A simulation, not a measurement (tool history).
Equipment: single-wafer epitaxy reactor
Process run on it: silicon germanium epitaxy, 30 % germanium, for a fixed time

| run | day | wafer temperature setpoint (pyrometer-controlled) (°C) | chamber pressure (mTorr) | mean film thickness on the monitor wafer (nm) |
|---|---|---|---|---|
| 1 | 0.000 | 595 | 27900 | 58.348 |
| 2 | 0.092 | 592 | 27800 | 55.439 |
| 3 | 0.421 | 590 | 27700 | 53.297 |
| 4 | 0.783 | 588 | 27700 | 50.221 |
| 5 | 0.812 | 595 | 27700 | 58.195 |
| 6 | 0.954 | 595 | 24500 | 55.950 |
| 7 | 1.088 | 593 | 24400 | 53.388 |

Run 8 comes next. What will it give?
| 8 | 1.221 | 591 | 24400 | ? |

mean film thickness on the monitor wafer (nm): 51.269
